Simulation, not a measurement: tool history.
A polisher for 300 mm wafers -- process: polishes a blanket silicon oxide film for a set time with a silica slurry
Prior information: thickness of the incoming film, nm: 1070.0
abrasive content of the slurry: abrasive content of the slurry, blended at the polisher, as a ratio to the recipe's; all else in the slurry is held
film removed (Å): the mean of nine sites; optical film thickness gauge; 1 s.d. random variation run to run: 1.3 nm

run,hour,flow of slurry (ml/min),pressure of the wafer on the pad (kPa),speed of the pad under the wafer (m/s),abrasive content of the slurry,polishing time (s),film removed (Å)
1,0,175,23.4,1.46,1,22,517.69
2,6,175,23.4,1.46,0.9,22,473.49
3,8.5,175,27.6,1.58,0.9,22,555.53
4,13.4,215,27.6,1.58,0.9,22,582.09
5,21.8,215,31,1.58,0.9,22,635.61
6,28.7,180,31,1.58,0.9,22,627.99
7,33.9,180,33.1,1.78,0.9,22,725.52

Run 8 has not been measured yet. What should we expect?
8,42.8,180,34.5,1.94,0.9,22,?

film removed (Å): 806.72

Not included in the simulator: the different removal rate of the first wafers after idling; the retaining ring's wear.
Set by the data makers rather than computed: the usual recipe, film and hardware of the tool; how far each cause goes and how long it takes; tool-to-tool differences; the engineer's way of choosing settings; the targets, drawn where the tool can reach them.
